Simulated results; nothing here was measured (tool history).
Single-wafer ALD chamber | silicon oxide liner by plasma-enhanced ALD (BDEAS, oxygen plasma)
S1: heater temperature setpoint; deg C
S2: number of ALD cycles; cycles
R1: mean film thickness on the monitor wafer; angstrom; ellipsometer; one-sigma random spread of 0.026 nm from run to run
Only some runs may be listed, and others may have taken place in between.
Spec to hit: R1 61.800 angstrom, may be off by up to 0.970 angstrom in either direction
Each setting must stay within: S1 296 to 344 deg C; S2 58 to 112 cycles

run	day	S1	S2	R1
1	0.000	320	85	73.020
2	0.333	321	80	68.998
3	0.683	322	77	66.374
4	0.958	322	89	76.233
5	1.025	322	95	82.051
6	1.112	313	95	82.836
7	1.246	314	86	74.813
8	1.600	317	81	70.591
9	1.804	318	67	57.705
10	2.042	318	69	59.418
11	2.233	318	70	60.821

Below are 5 possible settings for the next run. Only one of them brings all results inside the allowed miss of their targets. Which is it?
A	2.425	325	67	?
B	2.425	316	69	?
C	2.425	315	71	?
D	2.425	327	70	?
E	2.425	323	69	?

move	R1
A	57.513
B	59.972
C	61.795
D	59.921
E	59.395
A: its largest miss is bigger than the last run's
B: its largest miss is bigger than the last run's
C: every result within its allowed miss
D: its largest miss is bigger than the last run's
E: its largest miss is bigger than the last run's
C is the move that brings every result within its allowed miss.

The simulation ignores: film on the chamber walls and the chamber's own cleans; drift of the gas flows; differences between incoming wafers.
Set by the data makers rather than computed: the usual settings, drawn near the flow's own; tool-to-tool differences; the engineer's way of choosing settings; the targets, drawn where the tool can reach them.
